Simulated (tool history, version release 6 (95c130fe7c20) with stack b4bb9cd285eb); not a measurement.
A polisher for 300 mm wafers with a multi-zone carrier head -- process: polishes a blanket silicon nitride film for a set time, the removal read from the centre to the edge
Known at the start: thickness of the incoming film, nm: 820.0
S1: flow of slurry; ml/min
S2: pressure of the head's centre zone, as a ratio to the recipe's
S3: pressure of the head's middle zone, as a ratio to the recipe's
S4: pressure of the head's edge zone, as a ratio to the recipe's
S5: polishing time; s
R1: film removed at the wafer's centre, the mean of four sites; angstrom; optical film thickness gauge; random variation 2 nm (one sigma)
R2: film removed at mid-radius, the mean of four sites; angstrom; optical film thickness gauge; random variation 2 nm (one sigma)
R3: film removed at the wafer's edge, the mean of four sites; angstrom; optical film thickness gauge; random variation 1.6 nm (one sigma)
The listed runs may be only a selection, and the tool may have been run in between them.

run,hour,S1,S2,S3,S4,S5,R1,R2,R3
1,0.0,270,1.00,1.00,1.00,82,1293.1,1308.3,1327.0
2,2.9,270,0.99,1.00,1.04,84,1312.0,1344.6,1375.8
3,3.8,270,1.04,1.00,1.04,84,1333.5,1346.4,1415.8
4,11.8,270,1.05,1.01,1.07,84,1367.0,1318.5,1380.3
5,17.7,270,1.05,1.01,1.04,84,1373.8,1369.4,1397.6
6,18.3,325,1.05,1.01,1.04,84,1404.5,1369.4,1409.6
7,22.9,315,1.01,1.00,1.06,86,1397.4,1427.5,1474.4
8,26.9,315,1.00,0.98,1.08,86,1380.0,1361.2,1465.8

Run 9 comes next. What will it give?
9,33.8,315,0.98,0.98,1.10,87,?,?,?

R1: 1362.8 angstrom
R2: 1378.1 angstrom
R3: 1488.9 angstrom

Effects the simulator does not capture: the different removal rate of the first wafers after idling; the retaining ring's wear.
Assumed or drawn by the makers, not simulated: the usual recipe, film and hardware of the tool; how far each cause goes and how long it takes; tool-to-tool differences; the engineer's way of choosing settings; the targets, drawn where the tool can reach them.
